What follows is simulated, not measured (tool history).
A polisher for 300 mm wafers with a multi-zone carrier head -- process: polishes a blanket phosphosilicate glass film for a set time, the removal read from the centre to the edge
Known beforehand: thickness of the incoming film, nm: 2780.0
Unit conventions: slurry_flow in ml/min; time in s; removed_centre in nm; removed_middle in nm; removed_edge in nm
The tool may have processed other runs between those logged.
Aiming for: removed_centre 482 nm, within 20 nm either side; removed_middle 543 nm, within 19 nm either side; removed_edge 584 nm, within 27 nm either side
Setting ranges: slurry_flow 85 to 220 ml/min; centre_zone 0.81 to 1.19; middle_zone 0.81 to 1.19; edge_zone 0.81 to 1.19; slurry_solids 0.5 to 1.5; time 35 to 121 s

run  hour  slurry_flow  centre_zone  middle_zone  edge_zone  slurry_solids  time  removed_centre  removed_middle  removed_edge
  1     0          140            1            1          1              1    78          843.06          829.32        818.33
  2   8.1          140            1         1.03          1              1    78           842.2          834.72        820.72
  3  11.2          135         0.97         1.01       1.01            0.9    77           761.7          792.28        773.75
  4  14.3          130         0.95         0.98       1.02           0.85    76          714.23          755.09         754.3
  5  21.6          105         0.95         0.98       1.02           0.85    76          693.28          706.83        743.19
  6  25.8          100         0.93         0.97       1.02            0.8    75          637.23          663.41        711.71
  7    34          100         0.92         0.96       1.01           0.75    75          619.04          661.44        699.61
  8    38          100         0.91         0.95       1.01            0.7    74           589.6           615.6        680.93
  9  40.9           90         0.82         0.99       0.91            0.5    72          456.85           553.5        549.32
 10  48.8           90         0.82         0.98       0.92            0.5    72          460.59          559.09        548.13
 11  52.8           90         0.82         0.97       0.93            0.5    72           461.8          540.99        567.57

Exactly one of the 4 candidate moves below puts every result within its allowed miss. Which one?
  A  56.8          100         0.81         0.89        1.1            0.5    75               ?               ?             ?
  B  56.8          120         0.84         0.96       0.99            0.5    67               ?               ?             ?
  C  56.8           85         0.81         0.94       0.95           0.55    73               ?               ?             ?
  D  56.8          130         0.85         0.98       0.93           0.55    59               ?               ?             ?

move  removed_centre  removed_middle  removed_edge
   A          481.09          551.94        651.18
   B          474.85          554.44        572.56
   C          447.53           542.7        580.77
   D          443.73          519.32        508.43
A: brings the result that was furthest off to its target, and leaves another outside
B: meets every target
C: moves away from the targets compared with the last run
D: moves away from the targets compared with the last run
B is the move that brings every result within its allowed miss.

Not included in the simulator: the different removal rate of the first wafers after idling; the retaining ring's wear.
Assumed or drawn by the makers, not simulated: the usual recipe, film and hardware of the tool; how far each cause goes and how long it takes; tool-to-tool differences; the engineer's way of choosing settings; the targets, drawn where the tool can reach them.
